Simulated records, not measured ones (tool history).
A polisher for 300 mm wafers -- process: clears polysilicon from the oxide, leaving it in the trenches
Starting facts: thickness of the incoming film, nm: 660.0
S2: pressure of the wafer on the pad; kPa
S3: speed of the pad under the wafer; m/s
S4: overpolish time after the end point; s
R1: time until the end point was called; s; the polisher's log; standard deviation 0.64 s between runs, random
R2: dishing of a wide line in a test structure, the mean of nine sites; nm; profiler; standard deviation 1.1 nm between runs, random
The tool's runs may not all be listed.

Run 1, hour 0.0: flow of slurry (ml/min) 320, S2 16.5 kPa, S3 0.80 m/s, S4 20 s. Result: R1 78.253 s, R2 68.651 nm.
Run 2, hour 2.5: flow of slurry (ml/min) 320, S2 16.5 kPa, S3 0.66 m/s, S4 20 s. Result: R1 96.544 s, R2 63.255 nm.
Run 3, hour 10.8: flow of slurry (ml/min) 250, S2 16.5 kPa, S3 0.66 m/s, S4 20 s. Result: R1 97.743 s, R2 60.612 nm.
Run 4, hour 14.2: flow of slurry (ml/min) 250, S2 13.8 kPa, S3 0.66 m/s, S4 20 s. Result: R1 116.920 s, R2 58.642 nm.
Run 5, hour 15.1: flow of slurry (ml/min) 250, S2 13.8 kPa, S3 0.66 m/s, S4 25 s. Result: R1 117.360 s, R2 65.091 nm.
Run 6, hour 22.9: flow of slurry (ml/min) 250, S2 13.8 kPa, S3 0.54 m/s, S4 25 s. Result: R1 141.140 s, R2 59.472 nm.
Run 7, hour 28.8: flow of slurry (ml/min) 240, S2 16.5 kPa, S3 0.54 m/s, S4 19 s. Result: R1 117.000 s, R2 55.931 nm.
Run 8, hour 31.6: flow of slurry (ml/min) 225, S2 18.6 kPa, S3 0.54 m/s, S4 15 s. Result: R1 107.840 s, R2 52.194 nm.
Run 9, hour 38.4: flow of slurry (ml/min) 275, S2 22.8 kPa, S3 0.54 m/s, S4 6 s. Result: R1 86.824 s, R2 33.780 nm.
Run 10, hour 40.8: flow of slurry (ml/min) 270, S2 23.4 kPa, S3 0.54 m/s, S4 9 s. Result: R1 84.043 s, R2 47.581 nm.
Run 11, hour 43.3: flow of slurry (ml/min) 285, S2 24.1 kPa, S3 0.54 m/s, S4 9 s. Result: R1 80.171 s, R2 46.281 nm.

Forecast run 12:
Run 12, hour 51.7: flow of slurry (ml/min) 290, S2 24.1 kPa, S3 0.54 m/s, S4 9 s. Result: R1 ?, R2 ?.

{"run 12": {"R1": 80.407, "R2": 44.793}}

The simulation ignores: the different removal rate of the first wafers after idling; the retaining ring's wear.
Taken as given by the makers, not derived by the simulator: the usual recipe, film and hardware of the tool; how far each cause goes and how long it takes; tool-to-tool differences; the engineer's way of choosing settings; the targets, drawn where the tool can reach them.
